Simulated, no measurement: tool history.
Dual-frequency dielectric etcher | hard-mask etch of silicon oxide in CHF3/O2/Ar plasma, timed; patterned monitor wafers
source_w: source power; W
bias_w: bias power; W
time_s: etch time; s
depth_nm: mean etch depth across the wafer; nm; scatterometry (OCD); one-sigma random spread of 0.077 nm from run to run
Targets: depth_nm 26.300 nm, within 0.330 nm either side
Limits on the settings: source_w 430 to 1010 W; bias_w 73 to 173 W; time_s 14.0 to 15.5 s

run,hour,source_w,bias_w,time_s,depth_nm
1,0.0,720,123,15.5,31.129
2,3.9,720,123,14.0,28.185
3,11.5,720,123,15.5,31.242
4,12.7,640,120,15.5,29.212
5,15.2,690,120,15.5,30.417
6,20.8,690,120,15.5,30.417
7,29.1,620,119,15.5,28.695
8,36.0,580,119,15.5,27.827
9,37.7,560,119,15.5,27.433
10,44.8,480,118,15.5,25.096
11,51.2,480,118,15.5,25.109
12,56.0,500,118,15.5,25.678

Next run, 4 choices. One meets every target within its allowed miss, the rest don't. Which?
A,60.8,510,111,15.5,?
B,60.8,500,137,15.0,?
C,60.8,500,111,15.5,?
D,60.8,490,138,14.5,?

move,depth_nm
A,25.462
B,26.212
C,25.199
D,25.138
A: lands further from the targets than the last run did
B: meets every target
C: lands further from the targets than the last run did
D: lands further from the targets than the last run did
Go with B: it meets all targets.
